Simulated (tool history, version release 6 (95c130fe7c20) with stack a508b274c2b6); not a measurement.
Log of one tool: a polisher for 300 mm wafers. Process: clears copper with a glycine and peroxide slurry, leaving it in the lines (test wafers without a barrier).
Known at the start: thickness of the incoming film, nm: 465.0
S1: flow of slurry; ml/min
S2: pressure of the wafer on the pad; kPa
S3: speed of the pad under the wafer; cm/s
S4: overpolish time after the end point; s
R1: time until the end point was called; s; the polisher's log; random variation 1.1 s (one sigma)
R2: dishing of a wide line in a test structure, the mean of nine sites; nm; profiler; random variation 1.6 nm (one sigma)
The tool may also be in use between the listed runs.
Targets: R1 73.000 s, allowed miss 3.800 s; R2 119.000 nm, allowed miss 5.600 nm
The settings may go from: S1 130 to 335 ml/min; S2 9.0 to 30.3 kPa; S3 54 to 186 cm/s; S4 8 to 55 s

run,day,S1,S2,S3,S4,R1,R2
1,0.000,215,19.3,118,28,81.748,81.502
2,0.333,265,19.3,118,28,80.133,80.665
3,0.392,265,19.3,118,30,80.905,86.654
4,0.750,265,21.4,118,30,72.538,92.419
5,0.946,215,21.4,118,30,72.302,90.312
6,1.246,215,21.4,118,31,73.773,93.175
7,1.329,215,21.4,118,32,72.603,96.016
8,1.388,215,21.4,118,33,73.684,97.604
9,1.658,215,21.4,118,34,75.616,99.576
10,1.762,215,21.4,118,35,74.862,98.392
11,1.879,215,21.4,118,36,74.821,102.720
12,1.938,215,21.4,118,37,74.386,101.460
13,2.117,215,21.4,118,38,74.464,105.050
14,2.346,215,21.4,118,39,75.296,105.050
15,2.479,215,21.4,118,40,76.314,105.930
16,2.683,215,21.4,118,41,74.759,107.420

Which of these 5 next moves meets every target?
A,2.888,210,21.4,122,48,?,?
B,2.888,235,23.4,112,28,?,?
C,2.888,220,20.0,120,42,?,?
D,2.888,225,25.5,96,34,?,?
E,2.888,215,20.7,108,36,?,?

move,R1,R2
A,73.778,115.610
B,71.359,90.653
C,78.605,105.030
D,73.942,100.820
E,82.230,95.539
A: meets every target
B: further off than the last run
C: further off than the last run
D: further off than the last run
E: further off than the last run
The right move is A.
